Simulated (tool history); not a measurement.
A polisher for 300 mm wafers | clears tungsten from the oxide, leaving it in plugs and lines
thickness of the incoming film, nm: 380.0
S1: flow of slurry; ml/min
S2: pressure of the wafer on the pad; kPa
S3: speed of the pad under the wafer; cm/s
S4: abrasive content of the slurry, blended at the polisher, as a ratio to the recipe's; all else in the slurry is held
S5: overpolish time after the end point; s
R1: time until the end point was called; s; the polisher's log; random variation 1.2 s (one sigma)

{"run": 1, "hour": 0.0, "S1": 225, "S2": 19.3, "S3": 138, "S4": 1.0, "S5": 9, "R1": 107.43}
{"run": 2, "hour": 0.9, "S1": 225, "S2": 19.3, "S3": 124, "S4": 1.0, "S5": 9, "R1": 118.18}
{"run": 3, "hour": 3.0, "S1": 225, "S2": 19.3, "S3": 124, "S4": 0.9, "S5": 9, "R1": 119.73}
{"run": 4, "hour": 11.9, "S1": 225, "S2": 19.3, "S3": 124, "S4": 0.8, "S5": 9, "R1": 120.09}
{"run": 5, "hour": 16.1, "S1": 225, "S2": 21.4, "S3": 126, "S4": 0.8, "S5": 9, "R1": 110.39}
{"run": 6, "hour": 22.5, "S1": 225, "S2": 22.8, "S3": 128, "S4": 0.8, "S5": 9, "R1": 104.16}
{"run": 7, "hour": 31.0, "S1": 225, "S2": 24.1, "S3": 130, "S4": 0.8, "S5": 9, "R1": 97.056}

Forecast run 8:
{"run": 8, "hour": 34.4, "S1": 225, "S2": 25.5, "S3": 132, "S4": 0.8, "S5": 9, "R1": "?"}

R1: 88.301 s
